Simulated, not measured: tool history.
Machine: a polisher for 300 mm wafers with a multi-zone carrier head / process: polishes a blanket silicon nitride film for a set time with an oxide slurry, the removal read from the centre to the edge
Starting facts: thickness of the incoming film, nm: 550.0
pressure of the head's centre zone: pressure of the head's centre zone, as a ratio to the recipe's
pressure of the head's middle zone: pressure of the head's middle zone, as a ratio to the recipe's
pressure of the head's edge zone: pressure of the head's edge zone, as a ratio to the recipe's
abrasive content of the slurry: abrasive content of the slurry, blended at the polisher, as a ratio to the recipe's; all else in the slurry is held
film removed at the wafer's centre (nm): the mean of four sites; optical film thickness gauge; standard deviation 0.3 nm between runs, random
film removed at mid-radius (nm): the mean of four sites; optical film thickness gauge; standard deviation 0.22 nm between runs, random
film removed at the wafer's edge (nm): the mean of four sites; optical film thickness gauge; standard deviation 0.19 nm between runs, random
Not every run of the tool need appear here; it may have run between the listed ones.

run,hour,flow of slurry (ml/min),pressure of the head's centre zone,pressure of the head's middle zone,pressure of the head's edge zone,abrasive content of the slurry,polishing time (s),film removed at the wafer's centre (nm),film removed at mid-radius (nm),film removed at the wafer's edge (nm)
1,0,210,1,1,1,1,36,29.939,31.225,30.387
2,4.4,210,1,0.94,1,1,36,29.93,29.52,30.282
3,8.6,185,1,0.94,1,1,36,29.217,29.502,30.181
4,16.6,185,1,0.94,1,1.15,36,31.522,31.262,31.953
5,18.5,185,1,0.94,1.08,1.15,36,31.235,30.913,33.188
6,25,205,1.02,0.97,1.03,1.15,36,32.218,32.344,32.587
7,32.8,220,1.04,0.99,1,1.15,36,32.825,32.898,32.344

Forecast run 8:
8,39.1,225,1.06,1.01,0.97,1.15,36,?,?,?

Run 8 came out at film removed at the wafer's centre (nm) 33.293, film removed at mid-radius (nm) 33.821, film removed at the wafer's edge (nm) 32.256.

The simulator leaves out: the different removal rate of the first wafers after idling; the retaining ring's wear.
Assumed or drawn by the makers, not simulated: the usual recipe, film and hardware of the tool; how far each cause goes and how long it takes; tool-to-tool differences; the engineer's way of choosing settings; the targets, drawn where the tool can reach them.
